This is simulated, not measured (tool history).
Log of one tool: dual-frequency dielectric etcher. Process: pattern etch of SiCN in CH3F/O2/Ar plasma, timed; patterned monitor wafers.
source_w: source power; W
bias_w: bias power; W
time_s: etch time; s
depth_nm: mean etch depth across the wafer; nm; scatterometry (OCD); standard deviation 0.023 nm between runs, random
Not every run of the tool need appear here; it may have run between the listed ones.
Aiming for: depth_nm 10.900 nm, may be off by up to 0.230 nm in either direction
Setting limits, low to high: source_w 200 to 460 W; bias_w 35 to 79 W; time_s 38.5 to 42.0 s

run	hour	source_w	bias_w	time_s	depth_nm
1	0.0	330	57	42.0	12.626
2	8.4	330	57	42.0	12.667
3	11.6	330	52	42.0	12.305
4	13.2	370	52	42.0	13.110
5	20.9	350	52	42.0	12.746
6	23.0	330	51	42.0	12.215
7	26.2	310	50	42.0	11.667
8	26.8	300	50	42.0	11.501
9	29.3	290	50	42.0	11.282

Exercise: of the 5 proposed moves below, exactly one satisfies all targets within the stated allowed misses. Which move is it?
A	31.8	320	51	40.0	?
B	31.8	290	51	39.0	?
C	31.8	310	48	39.5	?
D	31.8	250	57	41.0	?
E	31.8	270	52	40.0	?

move	depth_nm
A	11.473
B	10.569
C	10.915
D	10.524
E	10.449
A: the biggest miss grows against the last run
B: takes the biggest miss from the last run beyond its target
C: in spec on every target
D: takes the biggest miss from the last run beyond its target
E: takes the biggest miss from the last run beyond its target
Go with C: it meets all targets.
